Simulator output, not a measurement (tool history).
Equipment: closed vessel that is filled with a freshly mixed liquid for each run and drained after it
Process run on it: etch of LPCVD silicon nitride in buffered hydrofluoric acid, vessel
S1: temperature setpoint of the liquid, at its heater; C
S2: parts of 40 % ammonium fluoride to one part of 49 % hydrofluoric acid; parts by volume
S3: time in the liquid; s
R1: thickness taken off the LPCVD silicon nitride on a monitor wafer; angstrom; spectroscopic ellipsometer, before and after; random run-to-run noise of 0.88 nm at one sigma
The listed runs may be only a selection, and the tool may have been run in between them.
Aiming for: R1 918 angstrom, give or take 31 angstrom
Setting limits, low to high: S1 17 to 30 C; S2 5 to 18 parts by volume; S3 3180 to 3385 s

Run 1, hour 0: S1 22 C, S2 11 parts by volume, S3 3180 s. Result: R1 390.41 angstrom.
Run 2, hour 7.6: S1 22 C, S2 13 parts by volume, S3 3180 s. Result: R1 335.94 angstrom.
Run 3, hour 9.5: S1 22 C, S2 10.5 parts by volume, S3 3180 s. Result: R1 406.12 angstrom.
Run 4, hour 12.6: S1 23 C, S2 10 parts by volume, S3 3185 s. Result: R1 461.61 angstrom.
Run 5, hour 15.2: S1 23 C, S2 8 parts by volume, S3 3185 s. Result: R1 557.37 angstrom.
Run 6, hour 23.4: S1 23.5 C, S2 8 parts by volume, S3 3185 s. Result: R1 567.09 angstrom.
Run 7, hour 29.6: S1 24 C, S2 8 parts by volume, S3 3185 s. Result: R1 575.98 angstrom.
Run 8, hour 30.7: S1 24.5 C, S2 8 parts by volume, S3 3185 s. Result: R1 596 angstrom.
Run 9, hour 33.3: S1 28.5 C, S2 6 parts by volume, S3 3195 s. Result: R1 1003.6 angstrom.
Run 10, hour 38.3: S1 28 C, S2 6 parts by volume, S3 3195 s. Result: R1 957.38 angstrom.
Run 11, hour 41.3: S1 28 C, S2 6 parts by volume, S3 3195 s. Result: R1 964.21 angstrom.

Exactly one of the 4 candidate moves below puts every result within its allowed miss. Which one?
Run A, hour 44.3: S1 27 C, S2 5 parts by volume, S3 3180 s. Result: R1 ?.
Run B, hour 44.3: S1 28 C, S2 6 parts by volume, S3 3295 s. Result: R1 ?.
Run C, hour 44.3: S1 28.5 C, S2 6.5 parts by volume, S3 3220 s. Result: R1 ?.
Run D, hour 44.3: S1 26.5 C, S2 5.5 parts by volume, S3 3250 s. Result: R1 ?.

move      R1
   A  1049.9
   B  983.51
   C  920.94
   D  964.04
A: further off than the last run
B: further off than the last run
C: all results in spec
D: neither nearer nor further off than the last run
The right move is C.
